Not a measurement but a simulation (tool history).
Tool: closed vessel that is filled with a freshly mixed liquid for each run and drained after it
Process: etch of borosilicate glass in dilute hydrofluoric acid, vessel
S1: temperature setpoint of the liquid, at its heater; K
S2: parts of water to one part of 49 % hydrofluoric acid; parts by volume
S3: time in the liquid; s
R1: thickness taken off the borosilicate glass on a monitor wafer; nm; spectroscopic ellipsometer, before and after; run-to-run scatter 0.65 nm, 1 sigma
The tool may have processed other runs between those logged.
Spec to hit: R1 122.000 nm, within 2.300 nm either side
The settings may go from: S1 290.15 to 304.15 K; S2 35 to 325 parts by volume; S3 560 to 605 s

run 1 hour=0.0 | S1=296.15 S2=180 S3=560 | R1=79.988
run 2 hour=3.3 | S1=297.65 S2=175 S3=560 | R1=87.595
run 3 hour=6.9 | S1=298.65 S2=170 S3=560 | R1=94.382
run 4 hour=8.3 | S1=299.65 S2=170 S3=560 | R1=98.514
run 5 hour=13.3 | S1=300.65 S2=170 S3=560 | R1=100.960
run 6 hour=15.5 | S1=297.65 S2=170 S3=560 | R1=90.653
run 7 hour=19.3 | S1=298.65 S2=170 S3=560 | R1=93.815
run 8 hour=27.0 | S1=299.65 S2=170 S3=560 | R1=97.676
run 9 hour=29.5 | S1=300.65 S2=170 S3=560 | R1=101.250
run 10 hour=31.5 | S1=301.15 S2=170 S3=560 | R1=103.000
run 11 hour=37.8 | S1=301.65 S2=170 S3=560 | R1=104.900
run 12 hour=42.0 | S1=302.15 S2=170 S3=560 | R1=106.520
run 13 hour=47.4 | S1=302.65 S2=170 S3=560 | R1=109.200
run 14 hour=50.2 | S1=303.15 S2=170 S3=560 | R1=109.680
run 15 hour=55.8 | S1=303.65 S2=165 S3=560 | R1=117.150
run 16 hour=63.0 | S1=304.15 S2=165 S3=560 | R1=118.560

Pick the move, out of 5, that brings all results within their allowed miss; only one does.
run A hour=70.2 | S1=300.65 S2=140 S3=570 | R1=?
run B hour=70.2 | S1=304.15 S2=165 S3=590 | R1=?
run C hour=70.2 | S1=304.15 S2=170 S3=560 | R1=?
run D hour=70.2 | S1=303.65 S2=170 S3=605 | R1=?
run E hour=70.2 | S1=304.15 S2=165 S3=600 | R1=?

move=A R1=129.140
move=B R1=124.650
move=C R1=114.090
move=D R1=121.110
move=E R1=126.760
A: the result that was furthest off in the last run now lies on the other side of its target
B: the result that was furthest off in the last run now lies on the other side of its target
C: further off than the last run
D: all results land within tolerance of their targets
E: the result that was furthest off in the last run now lies on the other side of its target
Answer: D
